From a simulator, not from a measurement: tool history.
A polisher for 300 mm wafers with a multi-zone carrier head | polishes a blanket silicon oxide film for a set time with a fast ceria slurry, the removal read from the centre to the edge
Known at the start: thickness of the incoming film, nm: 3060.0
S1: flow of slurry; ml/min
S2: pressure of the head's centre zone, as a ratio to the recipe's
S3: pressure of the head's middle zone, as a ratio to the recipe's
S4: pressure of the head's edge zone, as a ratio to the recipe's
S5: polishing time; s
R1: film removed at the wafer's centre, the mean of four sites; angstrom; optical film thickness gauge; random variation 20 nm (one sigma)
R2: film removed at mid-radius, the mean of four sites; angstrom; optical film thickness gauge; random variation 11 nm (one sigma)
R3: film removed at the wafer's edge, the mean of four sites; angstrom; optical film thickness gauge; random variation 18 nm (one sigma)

run 1 day=0 | S1=260 S2=1 S3=1 S4=1 S5=77 | R1=13014 R2=13053 R3=12883
run 2 day=0.125 | S1=260 S2=1 S3=0.93 S4=1 S5=77 | R1=13297 R2=12428 R3=12666
run 3 day=0.45 | S1=270 S2=1.03 S3=0.97 S4=1 S5=79 | R1=13638 R2=13248 R3=13260
run 4 day=0.496 | S1=270 S2=1 S3=0.97 S4=1 S5=79 | R1=13519 R2=13204 R3=13381
run 5 day=0.571 | S1=315 S2=1 S3=0.97 S4=1 S5=79 | R1=13918 R2=13331 R3=13127
run 6 day=0.596 | S1=315 S2=1 S3=0.97 S4=1.05 S5=79 | R1=13627 R2=13460 R3=13507
run 7 day=0.825 | S1=325 S2=1.02 S3=0.99 S4=1.04 S5=81 | R1=14028 R2=13814 R3=14059
run 8 day=0.888 | S1=335 S2=1.03 S3=1.01 S4=1.01 S5=83 | R1=14785 R2=14560 R3=14122

Forecast run 9:
run 9 day=1.1 | S1=340 S2=1.05 S3=1.03 S4=1 S5=84 | R1=? R2=? R3=?

{"run 9": {"R1": 15306, "R2": 14942, "R3": 14237}}
